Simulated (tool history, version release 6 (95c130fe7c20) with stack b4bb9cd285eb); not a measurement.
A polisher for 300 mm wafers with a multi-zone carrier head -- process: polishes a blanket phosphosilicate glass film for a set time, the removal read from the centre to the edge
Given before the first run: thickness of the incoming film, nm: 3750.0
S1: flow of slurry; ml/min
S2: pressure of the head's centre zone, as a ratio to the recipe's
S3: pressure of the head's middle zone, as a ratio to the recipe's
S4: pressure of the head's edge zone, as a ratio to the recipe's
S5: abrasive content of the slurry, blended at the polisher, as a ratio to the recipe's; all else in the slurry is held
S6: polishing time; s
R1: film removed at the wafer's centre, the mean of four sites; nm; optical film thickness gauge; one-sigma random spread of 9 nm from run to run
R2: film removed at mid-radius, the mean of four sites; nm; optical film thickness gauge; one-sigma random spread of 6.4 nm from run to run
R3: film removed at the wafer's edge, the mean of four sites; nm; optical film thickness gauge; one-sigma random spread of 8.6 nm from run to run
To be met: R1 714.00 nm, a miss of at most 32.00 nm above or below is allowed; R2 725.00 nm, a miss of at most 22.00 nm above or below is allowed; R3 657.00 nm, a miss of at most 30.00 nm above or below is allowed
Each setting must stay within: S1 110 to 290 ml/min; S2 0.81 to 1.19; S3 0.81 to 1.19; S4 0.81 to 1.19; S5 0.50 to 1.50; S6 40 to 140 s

run 1 hour=0.0 | S1=185 S2=1.00 S3=1.00 S4=1.00 S5=1.00 S6=90 | R1=600.79 R2=590.08 R3=576.89
run 2 hour=3.9 | S1=185 S2=1.00 S3=1.00 S4=0.93 S5=1.00 S6=90 | R1=619.08 R2=590.20 R3=570.71
run 3 hour=9.4 | S1=185 S2=1.06 S3=1.00 S4=0.93 S5=1.00 S6=90 | R1=655.02 R2=591.22 R3=553.43
run 4 hour=12.7 | S1=195 S2=1.05 S3=1.02 S4=0.95 S5=1.05 S6=90 | R1=673.13 R2=621.94 R3=590.51
run 5 hour=19.1 | S1=210 S2=1.04 S3=1.05 S4=0.96 S5=1.05 S6=90 | R1=657.88 R2=637.48 R3=603.36
run 6 hour=24.7 | S1=210 S2=1.04 S3=1.05 S4=0.96 S5=1.05 S6=72 | R1=534.68 R2=514.12 R3=473.63
run 7 hour=30.1 | S1=220 S2=1.05 S3=1.08 S4=0.98 S5=1.20 S6=73 | R1=566.68 R2=574.64 R3=518.33
run 8 hour=37.1 | S1=245 S2=1.15 S3=1.13 S4=1.08 S5=1.45 S6=78 | R1=737.25 R2=695.14 R3=638.53

Below are 5 possible settings for the next run. Only one of them brings all results inside the allowed miss of their targets. Which is it?
run A hour=44.1 | S1=260 S2=1.13 S3=1.12 S4=0.97 S5=1.30 S6=81 | R1=? R2=? R3=?
run B hour=44.1 | S1=275 S2=1.10 S3=1.18 S4=1.14 S5=1.30 S6=82 | R1=? R2=? R3=?
run C hour=44.1 | S1=220 S2=1.19 S3=1.06 S4=1.13 S5=1.30 S6=81 | R1=? R2=? R3=?
run D hour=44.1 | S1=220 S2=1.02 S3=0.97 S4=1.19 S5=1.40 S6=87 | R1=? R2=? R3=?
run E hour=44.1 | S1=235 S2=1.00 S3=0.94 S4=1.19 S5=1.50 S6=86 | R1=? R2=? R3=?

move=A R1=733.54 R2=685.45 R3=594.38
move=B R1=727.47 R2=729.76 R3=653.97
move=C R1=757.47 R2=642.15 R3=633.08
move=D R1=717.03 R2=659.54 R3=720.27
move=E R1=718.72 R2=656.58 R3=735.03
A: further off than the last run
B: meets every target
C: further off than the last run
D: further off than the last run
E: further off than the last run
Answer: B

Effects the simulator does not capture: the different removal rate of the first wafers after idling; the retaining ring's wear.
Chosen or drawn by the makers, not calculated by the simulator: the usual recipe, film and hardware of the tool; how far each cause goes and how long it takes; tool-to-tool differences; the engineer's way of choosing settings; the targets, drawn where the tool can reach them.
